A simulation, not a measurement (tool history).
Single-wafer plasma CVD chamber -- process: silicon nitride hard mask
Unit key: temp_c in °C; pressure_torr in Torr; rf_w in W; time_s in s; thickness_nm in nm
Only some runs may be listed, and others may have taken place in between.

| run | hour | temp_c | pressure_torr | rf_w | time_s | thickness_nm |
|---|---|---|---|---|---|---|
| 1 | 0.0 | 385 | 1.93 | 300 | 14.4 | 17.918 |
| 2 | 5.7 | 385 | 1.67 | 300 | 14.4 | 17.070 |
| 3 | 11.9 | 385 | 1.78 | 300 | 14.4 | 17.532 |
| 4 | 13.7 | 385 | 1.88 | 300 | 14.4 | 17.842 |
| 5 | 19.4 | 385 | 1.88 | 300 | 13.6 | 16.832 |
| 6 | 21.0 | 385 | 1.88 | 335 | 13.6 | 18.143 |

What will run 7 give?
| 7 | 23.7 | 385 | 2.27 | 355 | 13.6 | ? |

thickness_nm: 19.919 nm

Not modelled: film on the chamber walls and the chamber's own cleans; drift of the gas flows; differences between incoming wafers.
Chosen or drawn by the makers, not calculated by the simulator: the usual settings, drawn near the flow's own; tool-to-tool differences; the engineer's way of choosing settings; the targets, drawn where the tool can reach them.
